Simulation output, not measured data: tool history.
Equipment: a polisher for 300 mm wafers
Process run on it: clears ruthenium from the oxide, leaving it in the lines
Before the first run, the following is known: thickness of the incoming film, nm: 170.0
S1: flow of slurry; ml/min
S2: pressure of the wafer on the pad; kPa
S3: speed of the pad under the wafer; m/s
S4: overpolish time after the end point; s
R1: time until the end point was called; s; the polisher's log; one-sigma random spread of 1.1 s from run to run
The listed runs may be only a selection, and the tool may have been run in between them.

Run 1, day 0.000: S1 160 ml/min, S2 17.2 kPa, S3 0.90 m/s, S4 7 s. Result: R1 149.02 s.
Run 2, day 0.317: S1 130 ml/min, S2 17.2 kPa, S3 0.90 m/s, S4 7 s. Result: R1 155.12 s.
Run 3, day 0.371: S1 135 ml/min, S2 17.9 kPa, S3 0.90 m/s, S4 7 s. Result: R1 149.62 s.
Run 4, day 0.429: S1 135 ml/min, S2 17.9 kPa, S3 0.76 m/s, S4 7 s. Result: R1 170.71 s.
Run 5, day 0.558: S1 135 ml/min, S2 22.1 kPa, S3 0.76 m/s, S4 7 s. Result: R1 143.12 s.
Run 6, day 0.858: S1 135 ml/min, S2 22.1 kPa, S3 0.76 m/s, S4 6 s. Result: R1 143.63 s.
Run 7, day 1.125: S1 140 ml/min, S2 22.8 kPa, S3 0.78 m/s, S4 6 s. Result: R1 137.96 s.
Run 8, day 1.292: S1 140 ml/min, S2 23.4 kPa, S3 0.80 m/s, S4 6 s. Result: R1 131.77 s.
Run 9, day 1.338: S1 140 ml/min, S2 24.1 kPa, S3 0.82 m/s, S4 6 s. Result: R1 126.64 s.
Run 10, day 1.400: S1 140 ml/min, S2 24.8 kPa, S3 0.84 m/s, S4 6 s. Result: R1 121.75 s.
Run 11, day 1.692: S1 140 ml/min, S2 24.8 kPa, S3 0.86 m/s, S4 6 s. Result: R1 119.50 s.
Run 12, day 1.738: S1 140 ml/min, S2 24.8 kPa, S3 0.88 m/s, S4 6 s. Result: R1 116.84 s.

Run 13 has not been measured yet. What should we expect?
Run 13, day 1.850: S1 145 ml/min, S2 26.2 kPa, S3 0.92 m/s, S4 6 s. Result: R1 ?.

{"run 13": {"R1": 107.11}}

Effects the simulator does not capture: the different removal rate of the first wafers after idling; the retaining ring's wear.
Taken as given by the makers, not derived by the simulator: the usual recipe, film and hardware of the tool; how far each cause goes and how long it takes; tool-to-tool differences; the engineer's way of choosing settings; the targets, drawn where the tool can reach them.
